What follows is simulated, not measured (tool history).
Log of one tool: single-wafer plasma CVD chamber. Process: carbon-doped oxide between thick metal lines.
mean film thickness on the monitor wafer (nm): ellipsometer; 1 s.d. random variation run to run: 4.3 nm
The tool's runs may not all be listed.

run	hour	heater temperature setpoint (°C)	chamber pressure (Torr)	RF power (kW)	deposition time (s)	mean film thickness on the monitor wafer (nm)
1	0.0	345	4.61	0.650	195	1223.30
2	7.0	353	4.61	0.650	195	1206.50
3	9.9	354	4.16	0.585	194	1075.60
4	10.7	362	4.16	0.585	194	1050.60
5	19.5	362	4.16	0.530	194	968.37
6	27.6	362	4.16	0.610	194	1094.60
7	32.3	363	3.89	0.585	194	1049.30

Predict the results of run 8:
# hour 34.4: thermocouple changed; heater temperature recalibrated
8	34.4	364	3.85	0.565	194	?

{"run 8": {"mean film thickness on the monitor wafer (nm)": 1002.8}}

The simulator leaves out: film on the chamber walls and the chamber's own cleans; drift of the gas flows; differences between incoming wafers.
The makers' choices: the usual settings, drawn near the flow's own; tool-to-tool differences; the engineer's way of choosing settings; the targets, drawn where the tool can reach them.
